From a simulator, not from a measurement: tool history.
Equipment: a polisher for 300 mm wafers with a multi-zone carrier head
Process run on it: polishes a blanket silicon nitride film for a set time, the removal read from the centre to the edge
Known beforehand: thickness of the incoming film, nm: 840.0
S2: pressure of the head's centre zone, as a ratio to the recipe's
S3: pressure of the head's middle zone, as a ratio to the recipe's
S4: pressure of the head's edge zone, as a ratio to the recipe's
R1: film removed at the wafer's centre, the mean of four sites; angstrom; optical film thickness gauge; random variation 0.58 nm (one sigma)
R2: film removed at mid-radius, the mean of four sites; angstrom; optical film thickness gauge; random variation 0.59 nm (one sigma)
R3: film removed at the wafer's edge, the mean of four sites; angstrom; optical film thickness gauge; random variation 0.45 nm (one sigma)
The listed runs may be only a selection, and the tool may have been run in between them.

Run 1, hour 0.0: flow of slurry (ml/min) 310, S2 1.00, S3 1.00, S4 1.00, polishing time (s) 56. Result: R1 687.12 angstrom, R2 685.77 angstrom, R3 717.50 angstrom.
Run 2, hour 3.9: flow of slurry (ml/min) 310, S2 1.05, S3 1.00, S4 1.00, polishing time (s) 56. Result: R1 737.58 angstrom, R2 717.67 angstrom, R3 708.84 angstrom.
Run 3, hour 5.6: flow of slurry (ml/min) 310, S2 1.05, S3 1.00, S4 0.97, polishing time (s) 56. Result: R1 733.02 angstrom, R2 703.17 angstrom, R3 693.81 angstrom.
Run 4, hour 14.5: flow of slurry (ml/min) 380, S2 1.05, S3 1.00, S4 0.97, polishing time (s) 56. Result: R1 748.47 angstrom, R2 698.59 angstrom, R3 696.87 angstrom.
Run 5, hour 15.0: flow of slurry (ml/min) 375, S2 1.02, S3 1.00, S4 0.95, polishing time (s) 51. Result: R1 661.69 angstrom, R2 653.53 angstrom, R3 628.63 angstrom.
Run 6, hour 21.1: flow of slurry (ml/min) 375, S2 0.98, S3 1.00, S4 0.95, polishing time (s) 51. Result: R1 613.64 angstrom, R2 669.10 angstrom, R3 649.26 angstrom.
Run 7, hour 28.5: flow of slurry (ml/min) 375, S2 0.97, S3 0.97, S4 0.95, polishing time (s) 47. Result: R1 577.80 angstrom, R2 587.91 angstrom, R3 578.65 angstrom.
Run 8, hour 37.2: flow of slurry (ml/min) 375, S2 0.94, S3 0.95, S4 0.94, polishing time (s) 45. Result: R1 536.46 angstrom, R2 549.39 angstrom, R3 560.33 angstrom.
Run 9, hour 40.0: flow of slurry (ml/min) 375, S2 0.92, S3 0.94, S4 0.93, polishing time (s) 43. Result: R1 507.27 angstrom, R2 527.62 angstrom, R3 532.70 angstrom.

What does the tool deliver on the next run?
Run 10, hour 47.6: flow of slurry (ml/min) 375, S2 0.90, S3 0.93, S4 0.92, polishing time (s) 42. Result: R1 ?, R2 ?, R3 ?.

{"run 10": {"R1": 483.04, "R2": 514.04, "R3": 511.95}}
